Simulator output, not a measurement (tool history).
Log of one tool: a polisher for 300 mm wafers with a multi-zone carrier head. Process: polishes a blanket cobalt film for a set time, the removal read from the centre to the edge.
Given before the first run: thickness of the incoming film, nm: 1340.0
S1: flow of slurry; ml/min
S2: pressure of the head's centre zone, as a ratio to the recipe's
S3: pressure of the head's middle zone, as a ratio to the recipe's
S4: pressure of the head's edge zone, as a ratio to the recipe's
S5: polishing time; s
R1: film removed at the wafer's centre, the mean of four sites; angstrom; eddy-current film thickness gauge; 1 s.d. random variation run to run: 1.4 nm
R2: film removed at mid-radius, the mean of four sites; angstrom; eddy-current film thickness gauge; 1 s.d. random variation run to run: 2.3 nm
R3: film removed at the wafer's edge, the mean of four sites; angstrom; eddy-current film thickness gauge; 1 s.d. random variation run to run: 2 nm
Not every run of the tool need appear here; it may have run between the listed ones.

{"run": 1, "hour": 0.0, "S1": 215, "S2": 1, "S3": 1, "S4": 1, "S5": 47, "R1": 1956.8, "R2": 1927.4, "R3": 1993.5}
{"run": 2, "hour": 3.4, "S1": 215, "S2": 0.99, "S3": 0.99, "S4": 0.98, "S5": 46, "R1": 1877.5, "R2": 1837.3, "R3": 1911.1}
{"run": 3, "hour": 6.2, "S1": 215, "S2": 0.99, "S3": 0.99, "S4": 0.98, "S5": 41, "R1": 1672.2, "R2": 1645.2, "R3": 1705.6}
{"run": 4, "hour": 11.4, "S1": 210, "S2": 0.99, "S3": 0.99, "S4": 0.97, "S5": 41, "R1": 1667.9, "R2": 1653.2, "R3": 1664.6}
{"run": 5, "hour": 13.0, "S1": 205, "S2": 0.99, "S3": 0.98, "S4": 0.97, "S5": 41, "R1": 1664.6, "R2": 1652.2, "R3": 1664}
{"run": 6, "hour": 19.3, "S1": 205, "S2": 0.98, "S3": 0.97, "S4": 0.97, "S5": 41, "R1": 1644.2, "R2": 1645.8, "R3": 1667.3}
{"run": 7, "hour": 20.1, "S1": 205, "S2": 0.98, "S3": 0.96, "S4": 0.97, "S5": 41, "R1": 1642.5, "R2": 1572.9, "R3": 1683.8}
{"run": 8, "hour": 21.4, "S1": 200, "S2": 0.98, "S3": 0.96, "S4": 0.97, "S5": 41, "R1": 1639, "R2": 1611.8, "R3": 1692.6}
{"run": 9, "hour": 26.8, "S1": 200, "S2": 0.98, "S3": 0.96, "S4": 0.96, "S5": 41, "R1": 1644.9, "R2": 1601.1, "R3": 1625.3}
{"hour": 33.2, "done": "slurry nozzle cleaned"}
{"run": 10, "hour": 33.2, "S1": 195, "S2": 0.96, "S3": 0.94, "S4": 0.97, "S5": 41, "R1": 1690.5, "R2": 1643.8, "R3": 1715.5}
{"run": 11, "hour": 41.6, "S1": 195, "S2": 0.96, "S3": 0.94, "S4": 0.97, "S5": 41, "R1": 1678.7, "R2": 1654, "R3": 1753.6}
{"run": 12, "hour": 48.0, "S1": 195, "S2": 0.96, "S3": 0.94, "S4": 0.97, "S5": 41, "R1": 1702.8, "R2": 1659.7, "R3": 1749}

What does the tool deliver on the next run?
{"run": 13, "hour": 51.6, "S1": 170, "S2": 0.92, "S3": 0.9, "S4": 0.9, "S5": 39, "R1": "?", "R2": "?", "R3": "?"}

Run 13 produced R1 1511.7 angstrom, R2 1499.6 angstrom, R3 1561.8 angstrom.

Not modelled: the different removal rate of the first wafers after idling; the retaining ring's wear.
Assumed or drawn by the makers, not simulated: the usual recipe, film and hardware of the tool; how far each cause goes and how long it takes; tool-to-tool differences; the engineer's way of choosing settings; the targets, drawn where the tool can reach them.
